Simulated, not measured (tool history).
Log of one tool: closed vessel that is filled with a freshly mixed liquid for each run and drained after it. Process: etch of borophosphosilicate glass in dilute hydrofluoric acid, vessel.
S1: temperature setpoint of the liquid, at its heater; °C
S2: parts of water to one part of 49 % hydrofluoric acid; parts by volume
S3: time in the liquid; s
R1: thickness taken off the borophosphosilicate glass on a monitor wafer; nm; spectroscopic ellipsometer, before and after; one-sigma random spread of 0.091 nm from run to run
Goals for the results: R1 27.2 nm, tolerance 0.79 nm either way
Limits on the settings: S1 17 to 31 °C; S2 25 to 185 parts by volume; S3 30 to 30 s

run 1 hour=0 | S1=23 S2=105 S3=30 | R1=13.846
run 2 hour=7.6 | S1=23 S2=90 S3=30 | R1=16.542
run 3 hour=13.5 | S1=23 S2=75 S3=30 | R1=20.348
run 4 hour=15.1 | S1=25 S2=75 S3=30 | R1=21.882
run 5 hour=17.3 | S1=25 S2=105 S3=30 | R1=15.078
run 6 hour=25.3 | S1=26.5 S2=95 S3=30 | R1=17.999
run 7 hour=30.7 | S1=27.5 S2=90 S3=30 | R1=19.808
run 8 hour=36.5 | S1=28.5 S2=85 S3=30 | R1=21.87
run 9 hour=43.9 | S1=29 S2=80 S3=30 | R1=23.852
run 10 hour=46.7 | S1=29.5 S2=80 S3=30 | R1=24.331
run 11 hour=53.7 | S1=30 S2=80 S3=30 | R1=24.809
run 12 hour=55.9 | S1=30.5 S2=80 S3=30 | R1=25.417
run 13 hour=56.5 | S1=31 S2=80 S3=30 | R1=25.773

Which one of the following 5 next-run settings gets every result inside its allowed miss? There is exactly one.
run A hour=57.1 | S1=30.5 S2=75 S3=30 | R1=?
run B hour=57.1 | S1=28.5 S2=75 S3=30 | R1=?
run C hour=57.1 | S1=30 S2=70 S3=30 | R1=?
run D hour=57.1 | S1=29.5 S2=80 S3=30 | R1=?
run E hour=57.1 | S1=31 S2=85 S3=30 | R1=?

move=A R1=27.138
move=B R1=25.127
move=C R1=28.738
move=D R1=24.308
move=E R1=24.043
A: meets every target
B: moves away from the targets compared with the last run
C: carries the result that was furthest off beyond its target, to the other side
D: moves away from the targets compared with the last run
E: moves away from the targets compared with the last run
The right move is A.

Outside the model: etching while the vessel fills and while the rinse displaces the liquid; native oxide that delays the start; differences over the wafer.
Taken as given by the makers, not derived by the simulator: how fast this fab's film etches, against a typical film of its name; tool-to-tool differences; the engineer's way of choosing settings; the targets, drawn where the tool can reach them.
